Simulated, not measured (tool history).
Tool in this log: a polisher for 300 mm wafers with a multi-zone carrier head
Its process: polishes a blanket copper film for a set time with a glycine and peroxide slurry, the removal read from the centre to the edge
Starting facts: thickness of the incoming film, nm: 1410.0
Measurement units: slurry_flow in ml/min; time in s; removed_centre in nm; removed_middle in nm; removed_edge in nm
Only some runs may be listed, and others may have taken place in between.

| run | hour | slurry_flow | centre_zone | middle_zone | edge_zone | time | removed_centre | removed_middle | removed_edge |
|---|---|---|---|---|---|---|---|---|---|
| 1 | 0.0 | 255 | 1.00 | 1.00 | 1.00 | 62 | 266.89 | 269.72 | 263.00 |
| 2 | 7.3 | 250 | 0.97 | 1.01 | 1.00 | 59 | 244.10 | 260.50 | 247.37 |
| 3 | 10.8 | 245 | 0.95 | 1.01 | 1.01 | 57 | 229.89 | 250.34 | 243.36 |
| 4 | 12.9 | 290 | 0.95 | 1.01 | 1.01 | 57 | 235.64 | 261.39 | 252.70 |
| 5 | 21.9 | 290 | 0.95 | 0.97 | 1.01 | 57 | 234.76 | 248.58 | 254.08 |
| 6 | 22.5 | 290 | 0.95 | 0.97 | 1.01 | 67 | 278.03 | 286.34 | 295.48 |
| 7 | 26.9 | 285 | 0.93 | 0.98 | 1.00 | 64 | 256.58 | 276.10 | 285.32 |
| 8 | 30.9 | 275 | 0.92 | 0.99 | 0.99 | 61 | 240.44 | 269.41 | 256.29 |

Estimate the outcome of run 9 from the log above:
| 9 | 39.7 | 275 | 0.90 | 0.99 | 0.99 | 58 | ? | ? | ? |

removed_centre: 229.02 nm
removed_middle: 252.88 nm
removed_edge: 248.62 nm
